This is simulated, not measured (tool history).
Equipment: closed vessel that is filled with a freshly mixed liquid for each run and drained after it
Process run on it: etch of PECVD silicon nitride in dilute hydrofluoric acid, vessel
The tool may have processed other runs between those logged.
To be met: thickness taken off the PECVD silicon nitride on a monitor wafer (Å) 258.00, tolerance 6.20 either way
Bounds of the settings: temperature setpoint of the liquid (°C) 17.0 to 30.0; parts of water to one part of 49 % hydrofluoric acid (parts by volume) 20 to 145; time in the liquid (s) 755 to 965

run    day  temperature setpoint of the liquid (°C)  parts of water to one part of 49 % hydrofluoric acid (parts by volume)  time in the liquid (s)  thickness taken off the PECVD silicon nitride on a monitor wafer (Å)
  1  0.000                                     22.0                                                                      80                     965                                                                171.11
  2  0.142                                     22.0                                                                      80                     755                                                                133.04
  3  0.292                                     19.5                                                                      80                     755                                                                112.16
  4  0.446                                     19.5                                                                      80                     755                                                                111.41
  5  0.712                                     21.5                                                                      80                     755                                                                129.63
  6  0.979                                     21.5                                                                      80                     965                                                                163.70
  7  1.158                                     22.5                                                                      80                     965                                                                176.15
  8  1.433                                     23.5                                                                      80                     965                                                                188.94
  9  1.675                                     24.0                                                                      80                     965                                                                192.88

5 candidate next runs follow, results not yet known. Just one meets every target within its allowed miss. Identify it.
  A  1.917                                     27.0                                                                      65                     925                                                                     ?
  B  1.917                                     23.5                                                                      85                     755                                                                     ?
  C  1.917                                     24.0                                                                      45                     790                                                                     ?
  D  1.917                                     23.5                                                                      45                     755                                                                     ?
  E  1.917                                     23.5                                                                     105                     925                                                                     ?

move  thickness taken off the PECVD silicon nitride on a monitor wafer (Å)
   A                                                                280.10
   B                                                                139.24
   C                                                                281.23
   D                                                                259.82
   E                                                                138.53
A: takes the biggest miss from the last run beyond its target
B: moves away from the targets compared with the last run
C: takes the biggest miss from the last run beyond its target
D: hits every target within its allowed miss
E: moves away from the targets compared with the last run
Go with D: it meets all targets.

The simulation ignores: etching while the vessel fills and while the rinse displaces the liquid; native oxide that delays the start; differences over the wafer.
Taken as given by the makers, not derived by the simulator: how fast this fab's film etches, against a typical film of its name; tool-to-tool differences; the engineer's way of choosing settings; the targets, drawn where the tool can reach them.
